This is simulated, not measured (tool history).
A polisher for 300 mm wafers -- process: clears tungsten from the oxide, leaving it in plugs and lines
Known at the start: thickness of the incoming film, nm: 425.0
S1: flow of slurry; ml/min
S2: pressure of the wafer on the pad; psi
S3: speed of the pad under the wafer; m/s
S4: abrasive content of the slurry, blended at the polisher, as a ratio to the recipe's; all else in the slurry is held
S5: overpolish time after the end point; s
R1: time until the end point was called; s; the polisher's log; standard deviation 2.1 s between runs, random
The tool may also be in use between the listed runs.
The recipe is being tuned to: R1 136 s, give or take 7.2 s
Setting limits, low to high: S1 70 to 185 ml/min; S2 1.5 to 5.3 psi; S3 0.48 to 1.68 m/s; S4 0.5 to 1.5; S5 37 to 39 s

Run 1, day 0: S1 120 ml/min, S2 3.4 psi, S3 1.08 m/s, S4 1, S5 37 s. Result: R1 83.392 s.
Run 2, day 0.283: S1 120 ml/min, S2 3.4 psi, S3 1.08 m/s, S4 1.2, S5 37 s. Result: R1 79.046 s.
Run 3, day 0.5: S1 120 ml/min, S2 2.9 psi, S3 1.06 m/s, S4 1.2, S5 37 s. Result: R1 93.674 s.
Run 4, day 0.838: S1 120 ml/min, S2 2.5 psi, S3 1.04 m/s, S4 1.2, S5 37 s. Result: R1 106.43 s.
Run 5, day 1.196: S1 130 ml/min, S2 2.5 psi, S3 1.04 m/s, S4 1.2, S5 37 s. Result: R1 106.05 s.
Run 6, day 1.512: S1 130 ml/min, S2 2.3 psi, S3 1.04 m/s, S4 1.2, S5 37 s. Result: R1 111.03 s.
Run 7, day 1.6: S1 130 ml/min, S2 2.1 psi, S3 1.04 m/s, S4 1.2, S5 37 s. Result: R1 118.18 s.
Run 8, day 1.725: S1 130 ml/min, S2 2 psi, S3 1.04 m/s, S4 1.2, S5 37 s. Result: R1 121.71 s.

Consider the 5 candidate settings below. Which is the only one whose results all fall within their allowed miss of target?
Run A, day 1.85: S1 145 ml/min, S2 2 psi, S3 1.22 m/s, S4 1.2, S5 37 s. Result: R1 ?.
Run B, day 1.85: S1 135 ml/min, S2 2.2 psi, S3 1.24 m/s, S4 1.25, S5 39 s. Result: R1 ?.
Run C, day 1.85: S1 135 ml/min, S2 1.8 psi, S3 1.02 m/s, S4 1.2, S5 39 s. Result: R1 ?.
Run D, day 1.85: S1 115 ml/min, S2 2.9 psi, S3 0.9 m/s, S4 1.25, S5 37 s. Result: R1 ?.
Run E, day 1.85: S1 135 ml/min, S2 2.9 psi, S3 0.94 m/s, S4 1.1, S5 37 s. Result: R1 ?.

move      R1
   A  106.13
   B  97.761
   C  132.43
   D  102.89
   E  100.26
A: misses by more than the last run did
B: misses by more than the last run did
C: every result within its allowed miss
D: misses by more than the last run did
E: misses by more than the last run did
The right move is C.

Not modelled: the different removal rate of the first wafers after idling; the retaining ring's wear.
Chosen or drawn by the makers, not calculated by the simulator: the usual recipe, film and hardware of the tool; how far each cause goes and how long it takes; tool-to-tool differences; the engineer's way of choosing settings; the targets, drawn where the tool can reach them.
